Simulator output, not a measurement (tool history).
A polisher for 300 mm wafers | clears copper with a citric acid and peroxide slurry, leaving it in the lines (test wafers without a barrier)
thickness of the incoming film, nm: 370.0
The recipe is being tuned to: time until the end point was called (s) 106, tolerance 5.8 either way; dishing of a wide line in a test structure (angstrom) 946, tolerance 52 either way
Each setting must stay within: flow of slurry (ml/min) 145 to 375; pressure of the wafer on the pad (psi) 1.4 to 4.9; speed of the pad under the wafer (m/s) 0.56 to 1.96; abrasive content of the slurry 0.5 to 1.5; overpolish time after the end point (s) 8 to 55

run,hour,flow of slurry (ml/min),pressure of the wafer on the pad (psi),speed of the pad under the wafer (m/s),abrasive content of the slurry,overpolish time after the end point (s),time until the end point was called (s),dishing of a wide line in a test structure (angstrom)
1,0,240,3.1,1.26,1,28,117,593.78
2,1.5,240,3.1,1.26,0.8,28,116.33,578.68
3,6.6,240,3.7,1.26,0.8,28,99.394,683.04
4,7.1,240,3.7,1.56,0.8,28,80.393,820.58
5,12.9,240,3.6,1.56,0.8,29,81.449,809.91
6,19.3,240,3.5,1.54,0.8,30,88.292,789.36
7,22.5,240,3.5,1.54,0.8,31,86.114,825.64
8,26.9,240,3.4,1.54,0.8,32,88.199,812.47
9,29.5,235,2.8,1.48,0.8,46,112.71,888.93

Below are 5 possible settings for the next run. Only one of them brings all results inside the allowed miss of their targets. Which is it?
A,32.1,265,2.5,1.6,0.8,45,?,?
B,32.1,165,2.8,1.72,0.75,40,?,?
C,32.1,225,2.7,1.66,0.75,40,?,?
D,32.1,250,3,1.42,0.8,50,?,?
E,32.1,255,2.6,1.76,0.8,38,?,?

move,time until the end point was called (s),dishing of a wide line in a test structure (angstrom)
A,112.7,829.33
B,101.6,833.43
C,103.73,818.35
D,106.89,941.05
E,99.323,809.98
A: moves away from the targets compared with the last run
B: the furthest-off result lands on target, but another misses its tolerance
C: the furthest-off result lands on target, but another misses its tolerance
D: every result within its allowed miss
E: the result that was furthest off in the last run now lies on the other side of its target
The right move is D.

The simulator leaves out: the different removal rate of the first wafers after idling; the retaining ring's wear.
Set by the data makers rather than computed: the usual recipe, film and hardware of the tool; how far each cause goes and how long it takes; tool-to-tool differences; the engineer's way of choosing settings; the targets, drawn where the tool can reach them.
